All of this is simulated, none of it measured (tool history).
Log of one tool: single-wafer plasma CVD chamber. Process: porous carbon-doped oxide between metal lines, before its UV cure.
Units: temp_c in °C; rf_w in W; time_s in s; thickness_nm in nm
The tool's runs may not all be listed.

{"run": 1, "hour": 0.0, "temp_c": 300, "rf_w": 550, "time_s": 29.8, "thickness_nm": 177.33}
{"run": 2, "hour": 3.0, "temp_c": 304, "rf_w": 550, "time_s": 29.8, "thickness_nm": 172.42}
{"run": 3, "hour": 6.1, "temp_c": 300, "rf_w": 550, "time_s": 29.8, "thickness_nm": 176.8}
{"run": 4, "hour": 14.1, "temp_c": 301, "rf_w": 545, "time_s": 29.8, "thickness_nm": 174.94}
{"run": 5, "hour": 15.3, "temp_c": 293, "rf_w": 545, "time_s": 29.8, "thickness_nm": 185.23}
{"run": 6, "hour": 20.0, "temp_c": 303, "rf_w": 545, "time_s": 29.8, "thickness_nm": 173.11}

Run 7 comes next. What will it give?
{"run": 7, "hour": 21.3, "temp_c": 304, "rf_w": 540, "time_s": 29.8, "thickness_nm": "?"}

thickness_nm: 170.94 nm
